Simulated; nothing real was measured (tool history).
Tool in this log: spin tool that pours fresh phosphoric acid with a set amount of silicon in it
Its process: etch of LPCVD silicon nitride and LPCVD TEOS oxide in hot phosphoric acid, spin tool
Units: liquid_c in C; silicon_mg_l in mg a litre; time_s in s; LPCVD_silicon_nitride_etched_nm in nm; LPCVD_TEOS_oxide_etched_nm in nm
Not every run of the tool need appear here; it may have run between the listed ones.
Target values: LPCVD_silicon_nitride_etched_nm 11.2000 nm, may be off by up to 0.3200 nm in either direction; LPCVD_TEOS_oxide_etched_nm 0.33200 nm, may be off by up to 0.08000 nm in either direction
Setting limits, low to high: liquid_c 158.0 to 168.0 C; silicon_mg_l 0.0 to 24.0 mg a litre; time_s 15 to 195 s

run    day  liquid_c  silicon_mg_l  time_s  LPCVD_silicon_nitride_etched_nm  LPCVD_TEOS_oxide_etched_nm
  1  0.000     163.0          10.5     100                          12.9700                     0.37341
  2  0.192     161.0          10.5     100                          12.2410                     0.35513
  3  0.371     161.0          10.5      85                          10.3170                     0.29607
  4  0.579     161.0          14.0      85                          10.2850                     0.27726
  5  0.738     161.5          13.5      85                          10.5310                     0.28452
  6  0.775     161.5          19.5      85                          10.6300                     0.21366
  7  0.904     161.5          18.0      85                          10.5520                     0.23451
  8  1.088     161.5          16.5      85                          10.6640                     0.26142

Which of these 5 next moves meets every target?
  A  1.271     164.5          16.5      90                                ?                           ?
  B  1.271     161.5           6.0      80                                ?                           ?
  C  1.271     163.5          13.0      90                                ?                           ?
  D  1.271     160.0          13.5      85                                ?                           ?
  E  1.271     163.5          12.5      85                                ?                           ?

move  LPCVD_silicon_nitride_etched_nm  LPCVD_TEOS_oxide_etched_nm
   A                          12.3900                     0.33104
   B                           9.9711                     0.29392
   C                          11.9880                     0.33256
   D                          10.0760                     0.24058
   E                          11.3220                     0.31774
A: takes the biggest miss from the last run beyond its target
B: lands further from the targets than the last run did
C: takes the biggest miss from the last run beyond its target
D: lands further from the targets than the last run did
E: meets every target
The right move is E.
